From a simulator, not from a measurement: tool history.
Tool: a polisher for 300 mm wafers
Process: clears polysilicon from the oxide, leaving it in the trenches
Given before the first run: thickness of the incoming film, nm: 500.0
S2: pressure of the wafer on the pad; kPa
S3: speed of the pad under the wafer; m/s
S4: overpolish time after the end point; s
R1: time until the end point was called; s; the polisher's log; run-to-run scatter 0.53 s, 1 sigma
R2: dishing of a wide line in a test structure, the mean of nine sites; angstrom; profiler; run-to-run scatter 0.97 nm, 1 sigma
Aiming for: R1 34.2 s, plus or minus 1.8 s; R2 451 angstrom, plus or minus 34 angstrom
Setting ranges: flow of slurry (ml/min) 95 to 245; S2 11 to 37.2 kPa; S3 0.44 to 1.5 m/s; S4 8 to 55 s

run 1 hour=0 | flow_of_slurry_(ml/min)=155 S2=24.1 S3=0.96 S4=28 | R1=23.817 R2=529.74
run 2 hour=5 | flow_of_slurry_(ml/min)=155 S2=22.8 S3=0.96 S4=28 | R1=23.12 R2=510.36
run 3 hour=11.5 | flow_of_slurry_(ml/min)=155 S2=22.8 S3=1.06 S4=28 | R1=21.277 R2=488.26
run 4 hour=16.2 | flow_of_slurry_(ml/min)=170 S2=22.8 S3=1.06 S4=28 | R1=21.568 R2=480.23
run 5 hour=20.8 | flow_of_slurry_(ml/min)=170 S2=22.8 S3=1.06 S4=19 | R1=21.361 R2=502.48
run 6 hour=22.3 | flow_of_slurry_(ml/min)=170 S2=22.8 S3=0.82 S4=19 | R1=27.521 R2=507.39
run 7 hour=26.6 | flow_of_slurry_(ml/min)=175 S2=21.4 S3=0.82 S4=19 | R1=28.556 R2=502.25
run 8 hour=29.4 | flow_of_slurry_(ml/min)=180 S2=20 S3=0.82 S4=19 | R1=29.008 R2=500.39
run 9 hour=31.9 | flow_of_slurry_(ml/min)=190 S2=18.6 S3=0.82 S4=20 | R1=29.561 R2=519.28

Exactly one of the 5 candidate moves below puts every result within its allowed miss. Which one?
run A hour=34.4 | flow_of_slurry_(ml/min)=125 S2=27.6 S3=0.52 S4=8 | R1=? R2=?
run B hour=34.4 | flow_of_slurry_(ml/min)=210 S2=21.4 S3=0.88 S4=17 | R1=? R2=?
run C hour=34.4 | flow_of_slurry_(ml/min)=95 S2=19.3 S3=1.02 S4=8 | R1=? R2=?
run D hour=34.4 | flow_of_slurry_(ml/min)=100 S2=23.4 S3=1.06 S4=8 | R1=? R2=?
run E hour=34.4 | flow_of_slurry_(ml/min)=95 S2=17.9 S3=0.84 S4=8 | R1=? R2=?

move=A R1=39.714 R2=452.77
move=B R1=25.916 R2=533.63
move=C R1=27.05 R2=500.71
move=D R1=23.085 R2=513.56
move=E R1=33.972 R2=475.05
A: takes the biggest miss from the last run beyond its target
B: lands further from the targets than the last run did
C: lands further from the targets than the last run did
D: lands further from the targets than the last run did
E: all results land within tolerance of their targets
E is the move that brings every result within its allowed miss.
